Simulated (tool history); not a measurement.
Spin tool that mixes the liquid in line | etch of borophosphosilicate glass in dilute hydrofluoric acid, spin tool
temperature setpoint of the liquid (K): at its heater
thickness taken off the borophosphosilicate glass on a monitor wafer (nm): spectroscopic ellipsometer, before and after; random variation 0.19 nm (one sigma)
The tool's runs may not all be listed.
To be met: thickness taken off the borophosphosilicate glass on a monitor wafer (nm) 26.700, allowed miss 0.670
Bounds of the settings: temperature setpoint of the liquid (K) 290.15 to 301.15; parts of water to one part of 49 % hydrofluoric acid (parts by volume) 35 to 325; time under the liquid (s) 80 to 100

run	hour	temperature setpoint of the liquid (K)	parts of water to one part of 49 % hydrofluoric acid (parts by volume)	time under the liquid (s)	thickness taken off the borophosphosilicate glass on a monitor wafer (nm)
1	0.0	293.15	180	100	15.330
2	4.9	290.65	180	100	13.878
3	7.7	293.65	180	100	15.571
4	11.9	293.65	230	100	11.475
5	17.1	296.15	200	100	15.142
6	20.5	293.15	200	100	13.568
7	26.6	295.65	180	100	16.980
8	30.7	297.65	165	100	20.009
9	32.2	297.65	165	100	20.035
10	37.7	298.65	155	100	22.276
11	44.4	301.15	140	100	28.204
12	50.3	300.65	140	100	27.528

Which of these 4 next moves meets every target?
A	56.2	301.15	140	100	?
B	56.2	301.15	120	80	?
C	56.2	300.15	110	80	?
D	56.2	296.15	115	100	?

move	thickness taken off the borophosphosilicate glass on a monitor wafer (nm)
A	27.915
B	26.734
C	28.448
D	28.934
A: further off than the last run
B: meets every target
C: further off than the last run
D: further off than the last run
Move B is the one to make.

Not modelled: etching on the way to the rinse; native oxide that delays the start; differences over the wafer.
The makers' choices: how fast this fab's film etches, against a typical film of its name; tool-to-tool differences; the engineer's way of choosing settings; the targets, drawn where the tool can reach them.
